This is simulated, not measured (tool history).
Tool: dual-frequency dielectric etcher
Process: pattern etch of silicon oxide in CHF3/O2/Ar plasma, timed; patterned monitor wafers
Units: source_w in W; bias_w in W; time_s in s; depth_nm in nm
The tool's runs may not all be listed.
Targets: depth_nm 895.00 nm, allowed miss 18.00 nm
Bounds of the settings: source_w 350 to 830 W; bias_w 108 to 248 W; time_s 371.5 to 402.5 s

Run 1, hour 0.0: source_w 590 W, bias_w 178 W, time_s 402.5 s. Result: depth_nm 777.24 nm.
Run 2, hour 7.5: source_w 500 W, bias_w 178 W, time_s 402.5 s. Result: depth_nm 714.95 nm.
Run 3, hour 9.1: source_w 600 W, bias_w 178 W, time_s 402.5 s. Result: depth_nm 791.27 nm.
Run 4, hour 17.8: source_w 540 W, bias_w 178 W, time_s 402.5 s. Result: depth_nm 751.88 nm.
Run 5, hour 19.3: source_w 480 W, bias_w 178 W, time_s 402.5 s. Result: depth_nm 707.81 nm.
Run 6, hour 26.2: source_w 510 W, bias_w 180 W, time_s 402.5 s. Result: depth_nm 730.42 nm.
Run 7, hour 35.1: source_w 540 W, bias_w 181 W, time_s 402.5 s. Result: depth_nm 752.14 nm.
Run 8, hour 42.0: source_w 570 W, bias_w 182 W, time_s 402.5 s. Result: depth_nm 778.75 nm.
Run 9, hour 44.3: source_w 590 W, bias_w 183 W, time_s 402.5 s. Result: depth_nm 795.32 nm.
Run 10, hour 46.1: source_w 610 W, bias_w 184 W, time_s 402.5 s. Result: depth_nm 809.56 nm.
Run 11, hour 52.6: source_w 620 W, bias_w 185 W, time_s 402.5 s. Result: depth_nm 808.53 nm.
Run 12, hour 53.6: source_w 640 W, bias_w 186 W, time_s 402.5 s. Result: depth_nm 828.63 nm.
Run 13, hour 56.0: source_w 650 W, bias_w 187 W, time_s 402.5 s. Result: depth_nm 833.26 nm.
Run 14, hour 61.9: source_w 760 W, bias_w 195 W, time_s 402.5 s. Result: depth_nm 915.78 nm.

Which of these 4 next moves meets every target?
Run A, hour 67.8: source_w 760 W, bias_w 175 W, time_s 386.0 s. Result: depth_nm ?.
Run B, hour 67.8: source_w 690 W, bias_w 209 W, time_s 388.5 s. Result: depth_nm ?.
Run C, hour 67.8: source_w 800 W, bias_w 198 W, time_s 380.0 s. Result: depth_nm ?.
Run D, hour 67.8: source_w 760 W, bias_w 201 W, time_s 371.5 s. Result: depth_nm ?.

move  depth_nm
   A    846.35
   B    864.57
   C    890.58
   D    854.23
A: takes the result that was furthest off past its target
B: takes the result that was furthest off past its target
C: meets every target
D: takes the result that was furthest off past its target
Answer: C

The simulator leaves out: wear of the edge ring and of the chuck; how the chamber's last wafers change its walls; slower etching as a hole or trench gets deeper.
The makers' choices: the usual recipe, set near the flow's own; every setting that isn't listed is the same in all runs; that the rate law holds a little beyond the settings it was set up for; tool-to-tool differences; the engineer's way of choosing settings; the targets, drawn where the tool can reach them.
